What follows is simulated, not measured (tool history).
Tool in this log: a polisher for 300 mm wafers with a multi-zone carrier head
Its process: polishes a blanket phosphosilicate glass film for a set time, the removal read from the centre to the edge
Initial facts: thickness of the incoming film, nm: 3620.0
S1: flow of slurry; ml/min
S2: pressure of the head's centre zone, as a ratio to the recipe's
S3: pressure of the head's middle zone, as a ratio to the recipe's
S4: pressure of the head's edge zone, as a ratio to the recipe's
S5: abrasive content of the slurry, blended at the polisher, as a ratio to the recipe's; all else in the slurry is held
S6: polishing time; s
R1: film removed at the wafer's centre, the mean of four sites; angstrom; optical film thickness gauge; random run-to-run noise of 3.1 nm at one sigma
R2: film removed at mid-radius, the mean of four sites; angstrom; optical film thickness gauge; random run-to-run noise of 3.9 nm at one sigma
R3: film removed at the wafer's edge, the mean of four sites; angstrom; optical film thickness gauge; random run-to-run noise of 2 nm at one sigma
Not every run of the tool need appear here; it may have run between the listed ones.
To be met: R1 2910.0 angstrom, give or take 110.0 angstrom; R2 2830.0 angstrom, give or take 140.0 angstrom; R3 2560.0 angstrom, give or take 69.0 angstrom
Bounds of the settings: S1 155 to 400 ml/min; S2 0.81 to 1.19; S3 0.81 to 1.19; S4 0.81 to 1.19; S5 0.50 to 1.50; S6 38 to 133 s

run 1 day=0.000 | S1=255 S2=1.00 S3=1.00 S4=1.00 S5=1.00 S6=85 | R1=4577.9 R2=4858.9 R3=4719.7
run 2 day=0.362 | S1=255 S2=1.00 S3=0.96 S4=1.00 S5=1.00 S6=85 | R1=4593.8 R2=4564.3 R3=4714.5
run 3 day=0.575 | S1=255 S2=1.00 S3=0.96 S4=1.00 S5=1.00 S6=74 | R1=4014.9 R2=4000.0 R3=4061.6
run 4 day=0.617 | S1=260 S2=1.01 S3=0.97 S4=0.97 S5=0.90 S6=71 | R1=3823.1 R2=3792.6 R3=3753.5
run 5 day=0.979 | S1=260 S2=1.01 S3=0.97 S4=0.95 S5=0.80 S6=68 | R1=3384.4 R2=3413.0 R3=3376.7
run 6 day=1.300 | S1=260 S2=1.07 S3=0.97 S4=0.95 S5=0.80 S6=68 | R1=3682.5 R2=3496.6 R3=3434.7
run 7 day=1.596 | S1=265 S2=1.07 S3=0.98 S4=0.93 S5=0.75 S6=66 | R1=3482.8 R2=3292.3 R3=3200.5
run 8 day=1.742 | S1=265 S2=1.07 S3=0.99 S4=0.91 S5=0.70 S6=65 | R1=3372.9 R2=3091.0 R3=3068.6
run 9 day=2.092 | S1=270 S2=1.07 S3=1.03 S4=0.89 S5=0.65 S6=64 | R1=3225.6 R2=3064.1 R3=2899.0
run 10 day=2.112 | S1=270 S2=1.07 S3=1.04 S4=0.87 S5=0.65 S6=64 | R1=3227.6 R2=3199.7 R3=2872.4

Exactly one of the 4 candidate moves below puts every result within its allowed miss. Which one?
run A day=2.133 | S1=275 S2=1.06 S3=1.02 S4=0.84 S5=0.60 S6=60 | R1=? R2=? R3=?
run B day=2.133 | S1=305 S2=1.07 S3=0.98 S4=0.99 S5=0.65 S6=60 | R1=? R2=? R3=?
run C day=2.133 | S1=285 S2=1.06 S3=1.11 S4=0.81 S5=0.70 S6=56 | R1=? R2=? R3=?
run D day=2.133 | S1=345 S2=1.02 S3=1.18 S4=0.89 S5=0.70 S6=57 | R1=? R2=? R3=?

move=A R1=2917.8 R2=2932.6 R3=2585.3
move=B R1=3049.2 R2=2932.8 R3=2882.6
move=C R1=2878.7 R2=3106.9 R3=2503.5
move=D R1=2860.3 R2=3376.5 R3=2681.1
A: hits every target within its allowed miss
B: as far off as the last run
C: meets the target for the result that was furthest off, but another lies outside its allowed miss
D: closes in on the targets versus the last run, not all within tolerance yet
Answer: A
